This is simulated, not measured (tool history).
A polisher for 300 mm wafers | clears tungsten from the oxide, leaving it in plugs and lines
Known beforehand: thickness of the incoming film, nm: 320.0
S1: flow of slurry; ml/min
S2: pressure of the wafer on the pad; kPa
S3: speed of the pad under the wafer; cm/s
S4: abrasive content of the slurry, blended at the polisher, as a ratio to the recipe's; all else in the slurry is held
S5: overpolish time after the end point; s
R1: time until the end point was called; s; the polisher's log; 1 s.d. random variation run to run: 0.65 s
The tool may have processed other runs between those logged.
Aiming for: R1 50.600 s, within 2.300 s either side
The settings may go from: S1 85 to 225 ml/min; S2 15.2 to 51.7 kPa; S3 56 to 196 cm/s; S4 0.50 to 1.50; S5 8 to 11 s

{"run": 1, "hour": 0.0, "S1": 145, "S2": 33.1, "S3": 126, "S4": 1.0, "S5": 11, "R1": 35.839}
{"run": 2, "hour": 5.2, "S1": 145, "S2": 24.8, "S3": 126, "S4": 1.0, "S5": 11, "R1": 46.131}
{"run": 3, "hour": 9.7, "S1": 145, "S2": 24.8, "S3": 138, "S4": 1.0, "S5": 11, "R1": 42.89}
{"run": 4, "hour": 12.4, "S1": 145, "S2": 29.0, "S3": 138, "S4": 1.0, "S5": 11, "R1": 36.754}
{"run": 5, "hour": 14.9, "S1": 145, "S2": 27.6, "S3": 138, "S4": 1.0, "S5": 11, "R1": 38.21}
{"run": 6, "hour": 21.9, "S1": 145, "S2": 26.2, "S3": 138, "S4": 1.0, "S5": 11, "R1": 40.732}
{"run": 7, "hour": 27.5, "S1": 145, "S2": 25.5, "S3": 138, "S4": 1.0, "S5": 11, "R1": 42.042}
{"run": 8, "hour": 30.1, "S1": 145, "S2": 24.8, "S3": 138, "S4": 1.0, "S5": 11, "R1": 44.391}

Exercise: of the 5 proposed moves below, exactly one satisfies all targets within the stated allowed misses. Which move is it?
{"run": "A", "hour": 32.7, "S1": 145, "S2": 33.1, "S3": 108, "S4": 0.95, "S5": 11, "R1": "?"}
{"run": "B", "hour": 32.7, "S1": 145, "S2": 20.0, "S3": 150, "S4": 0.85, "S5": 8, "R1": "?"}
{"run": "C", "hour": 32.7, "S1": 160, "S2": 24.8, "S3": 150, "S4": 1.05, "S5": 8, "R1": "?"}
{"run": "D", "hour": 32.7, "S1": 140, "S2": 26.9, "S3": 136, "S4": 1.05, "S5": 11, "R1": "?"}
{"run": "E", "hour": 32.7, "S1": 145, "S2": 28.3, "S3": 138, "S4": 0.9, "S5": 11, "R1": "?"}

move=A R1=40.821
move=B R1=49.784
move=C R1=38.640
move=D R1=40.128
move=E R1=38.295
A: misses by more than the last run did
B: meets every target
C: misses by more than the last run did
D: misses by more than the last run did
E: misses by more than the last run did
Correct choice: B, which meets every target
